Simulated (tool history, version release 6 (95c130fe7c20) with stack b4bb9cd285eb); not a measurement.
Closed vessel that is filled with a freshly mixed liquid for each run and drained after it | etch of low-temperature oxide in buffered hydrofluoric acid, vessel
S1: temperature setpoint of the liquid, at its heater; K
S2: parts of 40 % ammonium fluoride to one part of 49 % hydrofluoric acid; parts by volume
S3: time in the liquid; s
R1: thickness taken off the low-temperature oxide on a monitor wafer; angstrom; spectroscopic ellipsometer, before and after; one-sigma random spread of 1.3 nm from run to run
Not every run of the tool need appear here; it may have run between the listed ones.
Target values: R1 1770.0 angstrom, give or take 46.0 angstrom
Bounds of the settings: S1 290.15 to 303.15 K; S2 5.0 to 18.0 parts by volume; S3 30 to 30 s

run,hour,S1,S2,S3,R1
1,0.0,295.15,11.0,30,1386.9
2,8.9,295.15,13.0,30,1205.9
3,15.1,295.15,13.0,30,1172.4
4,20.4,295.15,13.0,30,1179.4
5,26.8,295.15,13.0,30,1189.8
6,34.0,295.15,11.0,30,1405.8
7,42.5,295.15,11.0,30,1401.9
8,48.4,295.65,11.0,30,1425.6
9,51.8,296.15,11.0,30,1487.4
10,55.6,296.65,11.0,30,1509.3
11,62.2,297.15,11.0,30,1552.7
12,65.3,297.65,11.0,30,1589.5
13,73.6,298.15,11.0,30,1625.2

Consider the 4 candidate settings below. Which is the only one whose results all fall within their allowed miss of target?
A,81.9,300.15,11.5,30,?
B,81.9,302.15,13.5,30,?
C,81.9,297.15,8.5,30,?
D,81.9,298.65,11.0,30,?

move,R1
A,1743.5
B,1658.0
C,1931.6
D,1679.7
A: every result within its allowed miss
B: closer than the last run, but not yet in spec
C: takes the result that was furthest off past its target
D: closer than the last run, but not yet in spec
The right move is A.
